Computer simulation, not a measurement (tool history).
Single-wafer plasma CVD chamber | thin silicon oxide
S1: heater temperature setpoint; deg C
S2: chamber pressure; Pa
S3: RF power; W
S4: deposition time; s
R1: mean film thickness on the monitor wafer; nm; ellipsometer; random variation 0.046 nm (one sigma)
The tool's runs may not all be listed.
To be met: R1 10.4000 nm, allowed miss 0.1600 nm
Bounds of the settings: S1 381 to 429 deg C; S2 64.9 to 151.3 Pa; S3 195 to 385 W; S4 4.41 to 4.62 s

Run 1, day 0.000: S1 405 deg C, S2 108.1 Pa, S3 290 W, S4 4.62 s. Result: R1 8.8977 nm.
Run 2, day 0.317: S1 405 deg C, S2 112.4 Pa, S3 290 W, S4 4.62 s. Result: R1 9.0901 nm.
Run 3, day 0.404: S1 405 deg C, S2 120.1 Pa, S3 290 W, S4 4.62 s. Result: R1 9.7180 nm.
Run 4, day 0.429: S1 405 deg C, S2 110.1 Pa, S3 290 W, S4 4.62 s. Result: R1 9.0105 nm.
Run 5, day 0.633: S1 405 deg C, S2 114.5 Pa, S3 290 W, S4 4.62 s. Result: R1 9.3576 nm.
Run 6, day 0.775: S1 405 deg C, S2 117.6 Pa, S3 290 W, S4 4.62 s. Result: R1 9.5408 nm.
Run 7, day 0.908: S1 405 deg C, S2 120.3 Pa, S3 290 W, S4 4.62 s. Result: R1 9.7368 nm.
Run 8, day 1.212: S1 405 deg C, S2 122.3 Pa, S3 290 W, S4 4.62 s. Result: R1 9.8622 nm.
Run 9, day 1.362: S1 405 deg C, S2 124.0 Pa, S3 290 W, S4 4.62 s. Result: R1 10.0020 nm.

4 next moves are on the table. One of them brings every result within its allowed miss. Which?
Run A, day 1.512: S1 404 deg C, S2 129.1 Pa, S3 325 W, S4 4.62 s. Result: R1 ?.
Run B, day 1.512: S1 409 deg C, S2 130.3 Pa, S3 305 W, S4 4.56 s. Result: R1 ?.
Run C, day 1.512: S1 388 deg C, S2 122.8 Pa, S3 270 W, S4 4.54 s. Result: R1 ?.
Run D, day 1.512: S1 404 deg C, S2 140.9 Pa, S3 275 W, S4 4.62 s. Result: R1 ?.

move       R1
   A  10.7660
   B  10.4370
   C   9.6298
   D  10.8150
A: takes the result that was furthest off past its target
B: meets every target
C: further off than the last run
D: takes the result that was furthest off past its target
Answer: B
